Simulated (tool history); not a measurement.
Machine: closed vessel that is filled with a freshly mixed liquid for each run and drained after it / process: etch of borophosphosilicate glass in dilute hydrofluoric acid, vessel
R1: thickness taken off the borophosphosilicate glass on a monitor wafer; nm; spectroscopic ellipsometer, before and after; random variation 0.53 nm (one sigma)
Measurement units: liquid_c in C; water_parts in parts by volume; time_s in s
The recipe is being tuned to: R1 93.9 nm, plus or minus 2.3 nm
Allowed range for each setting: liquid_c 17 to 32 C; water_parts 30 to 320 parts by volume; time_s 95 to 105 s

{"run": 1, "hour": 0.0, "liquid_c": 24, "water_parts": 175, "time_s": 95, "R1": 31.121}
{"run": 2, "hour": 1.9, "liquid_c": 26, "water_parts": 140, "time_s": 95, "R1": 43.861}
{"run": 3, "hour": 9.9, "liquid_c": 24.5, "water_parts": 140, "time_s": 95, "R1": 41.651}
{"run": 4, "hour": 15.9, "liquid_c": 24.5, "water_parts": 140, "time_s": 105, "R1": 45.511}
{"run": 5, "hour": 23.4, "liquid_c": 26.5, "water_parts": 125, "time_s": 105, "R1": 56.477}
{"run": 6, "hour": 25.0, "liquid_c": 29.5, "water_parts": 125, "time_s": 105, "R1": 62.434}
{"run": 7, "hour": 31.8, "liquid_c": 30, "water_parts": 110, "time_s": 105, "R1": 74.652}
{"run": 8, "hour": 38.0, "liquid_c": 30.5, "water_parts": 105, "time_s": 105, "R1": 79.332}
{"run": 9, "hour": 43.6, "liquid_c": 32, "water_parts": 85, "time_s": 105, "R1": 107.56}

Below are 5 possible settings for the next run. Only one of them brings all results inside the allowed miss of their targets. Which is it?
{"run": "A", "hour": 49.2, "liquid_c": 32, "water_parts": 90, "time_s": 105, "R1": "?"}
{"run": "B", "hour": 49.2, "liquid_c": 32, "water_parts": 80, "time_s": 95, "R1": "?"}
{"run": "C", "hour": 49.2, "liquid_c": 31.5, "water_parts": 85, "time_s": 100, "R1": "?"}
{"run": "D", "hour": 49.2, "liquid_c": 31, "water_parts": 95, "time_s": 100, "R1": "?"}
{"run": "E", "hour": 49.2, "liquid_c": 32, "water_parts": 95, "time_s": 105, "R1": "?"}

move=A R1=100.69
move=B R1=104.06
move=C R1=100.41
move=D R1=86.882
move=E R1=94.678
A: better than the last run, though not everything is in spec
B: better than the last run, though not everything is in spec
C: better than the last run, though not everything is in spec
D: the result that was furthest off in the last run now lies on the other side of its target
E: in spec on every target
Move E is the one to make.
